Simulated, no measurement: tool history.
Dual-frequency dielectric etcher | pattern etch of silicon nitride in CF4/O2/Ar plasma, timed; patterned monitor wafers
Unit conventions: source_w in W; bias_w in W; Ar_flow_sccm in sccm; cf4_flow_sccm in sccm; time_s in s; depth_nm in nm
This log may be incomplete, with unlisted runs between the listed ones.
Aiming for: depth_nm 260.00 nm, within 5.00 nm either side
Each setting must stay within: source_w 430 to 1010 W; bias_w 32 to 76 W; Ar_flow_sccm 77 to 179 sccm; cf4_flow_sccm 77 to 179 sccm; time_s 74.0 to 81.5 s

run 1 hour=0.0 | source_w=720 bias_w=54 Ar_flow_sccm=128 cf4_flow_sccm=128 time_s=81.5 | depth_nm=238.01
run 2 hour=4.9 | source_w=730 bias_w=54 Ar_flow_sccm=128 cf4_flow_sccm=128 time_s=81.5 | depth_nm=237.28
run 3 hour=10.9 | source_w=740 bias_w=54 Ar_flow_sccm=128 cf4_flow_sccm=128 time_s=81.5 | depth_nm=239.74
run 4 hour=18.5 | source_w=750 bias_w=54 Ar_flow_sccm=128 cf4_flow_sccm=128 time_s=81.5 | depth_nm=242.76
run 5 hour=26.8 | source_w=750 bias_w=54 Ar_flow_sccm=128 cf4_flow_sccm=137 time_s=81.5 | depth_nm=246.19
run 6 hour=32.7 | source_w=750 bias_w=50 Ar_flow_sccm=128 cf4_flow_sccm=137 time_s=81.5 | depth_nm=237.67
run 7 hour=40.1 | source_w=760 bias_w=50 Ar_flow_sccm=128 cf4_flow_sccm=137 time_s=81.5 | depth_nm=240.73
run 8 hour=41.5 | source_w=760 bias_w=50 Ar_flow_sccm=128 cf4_flow_sccm=137 time_s=81.5 | depth_nm=239.52
run 9 hour=48.7 | source_w=770 bias_w=50 Ar_flow_sccm=128 cf4_flow_sccm=137 time_s=81.5 | depth_nm=240.80
run 10 hour=56.6 | source_w=770 bias_w=50 Ar_flow_sccm=128 cf4_flow_sccm=137 time_s=81.5 | depth_nm=242.81
run 11 hour=59.7 | source_w=780 bias_w=50 Ar_flow_sccm=128 cf4_flow_sccm=137 time_s=81.5 | depth_nm=244.41
run 12 hour=60.5 | source_w=790 bias_w=50 Ar_flow_sccm=128 cf4_flow_sccm=137 time_s=81.5 | depth_nm=243.00

Exactly one of the 4 candidate moves below puts every result within its allowed miss. Which one?
run A hour=61.3 | source_w=780 bias_w=47 Ar_flow_sccm=128 cf4_flow_sccm=126 time_s=80.0 | depth_nm=?
run B hour=61.3 | source_w=770 bias_w=50 Ar_flow_sccm=137 cf4_flow_sccm=129 time_s=79.5 | depth_nm=?
run C hour=61.3 | source_w=730 bias_w=52 Ar_flow_sccm=135 cf4_flow_sccm=123 time_s=77.0 | depth_nm=?
run D hour=61.3 | source_w=900 bias_w=49 Ar_flow_sccm=127 cf4_flow_sccm=156 time_s=78.5 | depth_nm=?

move=A depth_nm=228.76
move=B depth_nm=230.20
move=C depth_nm=217.35
move=D depth_nm=259.29
A: moves away from the targets compared with the last run
B: moves away from the targets compared with the last run
C: moves away from the targets compared with the last run
D: meets every target
The right move is D.

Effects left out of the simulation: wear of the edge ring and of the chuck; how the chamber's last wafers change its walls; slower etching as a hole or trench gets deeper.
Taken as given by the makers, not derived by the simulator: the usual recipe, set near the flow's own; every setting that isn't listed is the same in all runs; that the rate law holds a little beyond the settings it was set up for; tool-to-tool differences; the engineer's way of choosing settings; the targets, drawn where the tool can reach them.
